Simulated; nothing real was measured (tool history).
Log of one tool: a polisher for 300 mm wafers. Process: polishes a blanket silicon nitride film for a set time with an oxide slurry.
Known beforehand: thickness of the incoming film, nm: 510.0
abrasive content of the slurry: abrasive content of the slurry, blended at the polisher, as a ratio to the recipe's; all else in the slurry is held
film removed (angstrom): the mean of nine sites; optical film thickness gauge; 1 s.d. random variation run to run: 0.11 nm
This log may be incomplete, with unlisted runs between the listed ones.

run,hour,flow of slurry (ml/min),pressure of the wafer on the pad (psi),speed of the pad under the wafer (cm/s),abrasive content of the slurry,polishing time (s),film removed (angstrom)
1,0.0,170,2.7,98,1.0,57,251.15
2,5.3,165,2.5,98,1.0,57,229.44
3,9.4,160,2.4,98,1.0,57,218.76
4,13.5,160,2.4,98,1.2,57,235.40
5,16.6,160,2.9,98,1.2,57,284.44
6,18.2,160,2.9,98,1.0,57,260.63
7,18.9,155,2.7,98,1.0,57,246.75
8,23.0,155,2.5,98,1.0,57,226.06
9,26.5,150,2.4,98,1.0,57,216.41
10,32.9,145,2.3,98,1.0,57,209.69

The next listed run, before its measurement:
11,39.1,145,2.2,98,1.0,57,?

film removed (angstrom): 198.89
